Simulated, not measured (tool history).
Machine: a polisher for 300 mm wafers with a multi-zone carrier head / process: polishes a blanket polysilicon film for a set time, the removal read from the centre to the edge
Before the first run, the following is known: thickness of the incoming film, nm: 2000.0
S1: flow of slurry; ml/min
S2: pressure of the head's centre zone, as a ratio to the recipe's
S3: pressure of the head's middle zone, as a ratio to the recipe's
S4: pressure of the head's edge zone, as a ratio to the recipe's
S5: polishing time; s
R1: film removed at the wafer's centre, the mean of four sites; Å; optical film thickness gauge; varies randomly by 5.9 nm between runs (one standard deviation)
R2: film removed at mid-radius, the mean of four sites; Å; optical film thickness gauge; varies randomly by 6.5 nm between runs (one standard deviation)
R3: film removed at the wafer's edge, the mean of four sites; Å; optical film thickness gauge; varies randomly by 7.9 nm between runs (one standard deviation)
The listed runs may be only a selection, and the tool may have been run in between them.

run	hour	S1	S2	S3	S4	S5	R1	R2	R3
1	0.0	140	1.00	1.00	1.00	47	5229.1	5266.5	5122.1
2	2.1	140	1.00	0.93	1.00	47	5166.4	5058.3	5203.6
3	4.4	140	0.92	0.93	1.00	47	4809.3	5069.3	5259.7
4	5.2	140	0.92	0.93	1.04	47	4781.6	4993.3	5309.8
5	12.8	140	0.92	0.93	1.04	38	3862.4	3994.4	4167.9
6	14.8	155	0.92	0.93	1.04	38	3882.0	4093.3	4205.2
7	18.4	155	0.92	0.93	1.04	38	4006.4	4136.4	4308.0

What does the tool deliver on the next run?
8	27.1	170	0.94	0.98	1.03	42	?	?	?

Run 8 measured R1 4568.2 Å, R2 4736.5 Å, R3 4827.8 Å.

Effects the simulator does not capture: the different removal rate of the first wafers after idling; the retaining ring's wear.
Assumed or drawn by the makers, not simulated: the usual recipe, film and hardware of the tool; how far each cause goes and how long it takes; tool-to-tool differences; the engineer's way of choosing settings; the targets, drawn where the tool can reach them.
